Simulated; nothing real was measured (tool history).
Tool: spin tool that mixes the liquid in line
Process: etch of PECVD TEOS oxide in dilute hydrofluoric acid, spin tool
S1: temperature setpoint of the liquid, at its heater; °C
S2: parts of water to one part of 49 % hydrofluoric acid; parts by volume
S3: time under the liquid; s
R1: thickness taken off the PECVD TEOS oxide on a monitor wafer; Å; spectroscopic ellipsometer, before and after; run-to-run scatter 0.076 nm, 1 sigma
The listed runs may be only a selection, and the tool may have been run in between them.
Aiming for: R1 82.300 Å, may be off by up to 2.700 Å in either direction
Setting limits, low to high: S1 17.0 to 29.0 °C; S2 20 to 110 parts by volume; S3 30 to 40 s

{"run": 1, "day": 0.0, "S1": 21.0, "S2": 60, "S3": 40, "R1": 69.148}
{"run": 2, "day": 0.117, "S1": 22.0, "S2": 60, "S3": 40, "R1": 72.896}
{"run": 3, "day": 0.371, "S1": 22.0, "S2": 75, "S3": 40, "R1": 56.954}
{"run": 4, "day": 0.546, "S1": 22.0, "S2": 75, "S3": 40, "R1": 57.115}
{"run": 5, "day": 0.6, "S1": 18.5, "S2": 75, "S3": 40, "R1": 48.557}
{"run": 6, "day": 0.883, "S1": 18.5, "S2": 75, "S3": 30, "R1": 36.365}
{"run": 7, "day": 0.917, "S1": 21.0, "S2": 75, "S3": 30, "R1": 40.659}
{"run": 8, "day": 1.058, "S1": 23.0, "S2": 70, "S3": 30, "R1": 48.051}
{"run": 9, "day": 1.333, "S1": 24.0, "S2": 65, "S3": 30, "R1": 54.812}
{"run": 10, "day": 1.412, "S1": 25.0, "S2": 60, "S3": 30, "R1": 60.99}
{"run": 11, "day": 1.604, "S1": 25.5, "S2": 55, "S3": 30, "R1": 68.239}
{"run": 12, "day": 1.904, "S1": 26.0, "S2": 55, "S3": 30, "R1": 70.653}
{"run": 13, "day": 2.112, "S1": 26.5, "S2": 55, "S3": 30, "R1": 69.718}

Consider the 5 candidate settings below. Which is the only one whose results all fall within their allowed miss of target?
{"run": "A", "day": 2.321, "S1": 24.5, "S2": 60, "S3": 30, "R1": "?"}
{"run": "B", "day": 2.321, "S1": 20.5, "S2": 55, "S3": 35, "R1": "?"}
{"run": "C", "day": 2.321, "S1": 26.5, "S2": 60, "S3": 30, "R1": "?"}
{"run": "D", "day": 2.321, "S1": 26.5, "S2": 55, "S3": 35, "R1": "?"}
{"run": "E", "day": 2.321, "S1": 26.0, "S2": 85, "S3": 40, "R1": "?"}

move=A R1=59.967
move=B R1=65.082
move=C R1=65.005
move=D R1=83.312
move=E R1=57.983
A: further off than the last run
B: further off than the last run
C: further off than the last run
D: meets every target
E: further off than the last run
The right move is D.
